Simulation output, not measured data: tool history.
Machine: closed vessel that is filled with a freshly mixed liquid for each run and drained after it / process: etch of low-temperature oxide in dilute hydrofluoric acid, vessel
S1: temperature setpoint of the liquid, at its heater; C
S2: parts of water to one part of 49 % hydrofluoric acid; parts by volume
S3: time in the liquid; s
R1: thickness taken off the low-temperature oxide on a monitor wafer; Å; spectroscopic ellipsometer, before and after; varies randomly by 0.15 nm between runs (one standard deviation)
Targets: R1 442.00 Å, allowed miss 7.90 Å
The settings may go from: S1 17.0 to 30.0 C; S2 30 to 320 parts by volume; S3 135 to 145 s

Run 1, hour 0.0: S1 22.0 C, S2 175 parts by volume, S3 135 s. Result: R1 205.34 Å.
Run 2, hour 3.6: S1 20.5 C, S2 175 parts by volume, S3 135 s. Result: R1 194.25 Å.
Run 3, hour 9.0: S1 22.5 C, S2 160 parts by volume, S3 135 s. Result: R1 234.11 Å.
Run 4, hour 16.3: S1 24.0 C, S2 150 parts by volume, S3 135 s. Result: R1 265.50 Å.
Run 5, hour 21.2: S1 24.0 C, S2 115 parts by volume, S3 135 s. Result: R1 362.28 Å.
Run 6, hour 24.7: S1 24.0 C, S2 115 parts by volume, S3 145 s. Result: R1 389.89 Å.
Run 7, hour 32.4: S1 24.5 C, S2 115 parts by volume, S3 145 s. Result: R1 395.63 Å.
Run 8, hour 33.2: S1 25.0 C, S2 115 parts by volume, S3 145 s. Result: R1 404.37 Å.
Run 9, hour 37.8: S1 25.5 C, S2 115 parts by volume, S3 145 s. Result: R1 410.35 Å.
Run 10, hour 46.3: S1 26.0 C, S2 115 parts by volume, S3 145 s. Result: R1 419.74 Å.
Run 11, hour 54.4: S1 26.5 C, S2 115 parts by volume, S3 145 s. Result: R1 429.16 Å.

Consider the 4 candidate settings below. Which is the only one whose results all fall within their allowed miss of target?
Run A, hour 62.5: S1 26.0 C, S2 115 parts by volume, S3 145 s. Result: R1 ?.
Run B, hour 62.5: S1 27.0 C, S2 120 parts by volume, S3 145 s. Result: R1 ?.
Run C, hour 62.5: S1 25.5 C, S2 115 parts by volume, S3 145 s. Result: R1 ?.
Run D, hour 62.5: S1 27.0 C, S2 110 parts by volume, S3 140 s. Result: R1 ?.

move      R1
   A  423.05
   B  418.20
   C  415.09
   D  446.41
A: its largest miss is bigger than the last run's
B: its largest miss is bigger than the last run's
C: its largest miss is bigger than the last run's
D: all results in spec
So the answer is move D, the one that meets all the targets.
